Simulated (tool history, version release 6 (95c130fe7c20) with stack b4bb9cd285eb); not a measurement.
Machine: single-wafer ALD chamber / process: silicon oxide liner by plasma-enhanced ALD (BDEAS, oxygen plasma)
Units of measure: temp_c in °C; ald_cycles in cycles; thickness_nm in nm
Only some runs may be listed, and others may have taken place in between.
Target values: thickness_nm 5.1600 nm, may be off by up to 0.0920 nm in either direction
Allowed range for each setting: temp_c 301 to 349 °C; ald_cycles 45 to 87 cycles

Run 1, day 0.000: temp_c 325 °C, ald_cycles 66 cycles. Result: thickness_nm 5.9425 nm.
Run 2, day 0.096: temp_c 325 °C, ald_cycles 75 cycles. Result: thickness_nm 6.7313 nm.
Run 3, day 0.338: temp_c 326 °C, ald_cycles 72 cycles. Result: thickness_nm 6.4672 nm.
Run 4, day 0.442: temp_c 326 °C, ald_cycles 69 cycles. Result: thickness_nm 6.1375 nm.
Run 5, day 0.662: temp_c 328 °C, ald_cycles 67 cycles. Result: thickness_nm 6.0074 nm.
Run 6, day 0.892: temp_c 328 °C, ald_cycles 65 cycles. Result: thickness_nm 5.7687 nm.
At day 0.954: thermocouple changed; heater temperature recalibrated.
Run 7, day 0.954: temp_c 328 °C, ald_cycles 65 cycles. Result: thickness_nm 5.7696 nm.
Run 8, day 1.050: temp_c 330 °C, ald_cycles 56 cycles. Result: thickness_nm 4.9144 nm.

Which single option among these 4 for the next run brings every result within its allowed miss of target? Just one does.
Run A, day 1.146: temp_c 330 °C, ald_cycles 59 cycles. Result: thickness_nm ?.
Run B, day 1.146: temp_c 332 °C, ald_cycles 61 cycles. Result: thickness_nm ?.
Run C, day 1.146: temp_c 334 °C, ald_cycles 61 cycles. Result: thickness_nm ?.
Run D, day 1.146: temp_c 331 °C, ald_cycles 56 cycles. Result: thickness_nm ?.

move  thickness_nm
   A        5.2302
   B        5.3895
   C        5.3715
   D        4.9560
A: all results land within tolerance of their targets
B: carries the result that was furthest off beyond its target, to the other side
C: carries the result that was furthest off beyond its target, to the other side
D: an improvement on the last run, though not all results are within tolerance
Move A is the one to make.

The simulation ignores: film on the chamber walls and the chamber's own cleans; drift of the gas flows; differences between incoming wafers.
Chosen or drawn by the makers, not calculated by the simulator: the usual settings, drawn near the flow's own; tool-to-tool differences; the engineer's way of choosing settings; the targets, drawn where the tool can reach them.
